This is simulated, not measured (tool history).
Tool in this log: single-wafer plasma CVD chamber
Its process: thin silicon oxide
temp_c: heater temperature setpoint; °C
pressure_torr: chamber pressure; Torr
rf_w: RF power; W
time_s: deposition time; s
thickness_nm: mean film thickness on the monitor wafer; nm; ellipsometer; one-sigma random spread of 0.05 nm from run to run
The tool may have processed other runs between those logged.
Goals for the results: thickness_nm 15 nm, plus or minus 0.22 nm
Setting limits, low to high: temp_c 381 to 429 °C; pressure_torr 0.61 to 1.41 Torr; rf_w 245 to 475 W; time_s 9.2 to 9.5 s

run 1 hour=0 | temp_c=405 pressure_torr=1.01 rf_w=360 time_s=9.2 | thickness_nm=22.357
run 2 hour=4 | temp_c=406 pressure_torr=0.92 rf_w=335 time_s=9.2 | thickness_nm=19.853
run 3 hour=7.3 | temp_c=406 pressure_torr=0.85 rf_w=330 time_s=9.2 | thickness_nm=18.435
run 4 hour=15.6 | temp_c=406 pressure_torr=0.8 rf_w=330 time_s=9.2 | thickness_nm=17.054
run 5 hour=20.1 | temp_c=406 pressure_torr=0.8 rf_w=350 time_s=9.2 | thickness_nm=17.423
run 6 hour=25.1 | temp_c=406 pressure_torr=0.88 rf_w=350 time_s=9.2 | thickness_nm=19.473
run 7 hour=31.5 | temp_c=406 pressure_torr=0.83 rf_w=350 time_s=9.2 | thickness_nm=18.182
run 8 hour=34.2 | temp_c=406 pressure_torr=0.79 rf_w=350 time_s=9.2 | thickness_nm=17.106
run 9 hour=42.6 | temp_c=406 pressure_torr=0.79 rf_w=350 time_s=9.2 | thickness_nm=17.117
run 10 hour=43.8 | temp_c=406 pressure_torr=0.77 rf_w=350 time_s=9.2 | thickness_nm=16.631
run 11 hour=50.6 | temp_c=406 pressure_torr=0.75 rf_w=350 time_s=9.2 | thickness_nm=16.037
run 12 hour=57.4 | temp_c=406 pressure_torr=0.66 rf_w=350 time_s=9.2 | thickness_nm=13.548
-- hour=64.9 thermocouple changed; heater temperature recalibrated
run 13 hour=64.9 | temp_c=406 pressure_torr=0.67 rf_w=350 time_s=9.2 | thickness_nm=13.864

4 candidate next runs follow, results not yet known. Just one meets every target within its allowed miss. Identify it.
run A hour=72.4 | temp_c=411 pressure_torr=0.68 rf_w=360 time_s=9.21 | thickness_nm=?
run B hour=72.4 | temp_c=410 pressure_torr=0.72 rf_w=360 time_s=9.5 | thickness_nm=?
run C hour=72.4 | temp_c=406 pressure_torr=0.65 rf_w=340 time_s=9.5 | thickness_nm=?
run D hour=72.4 | temp_c=402 pressure_torr=0.71 rf_w=325 time_s=9.5 | thickness_nm=?

move=A thickness_nm=14.261
move=B thickness_nm=15.923
move=C thickness_nm=13.551
move=D thickness_nm=15.092
A: closer than the last run, but not yet in spec
B: moves the result that the last run missed by most past its target, out the other side
C: further off than the last run
D: all results in spec
D meets every target.
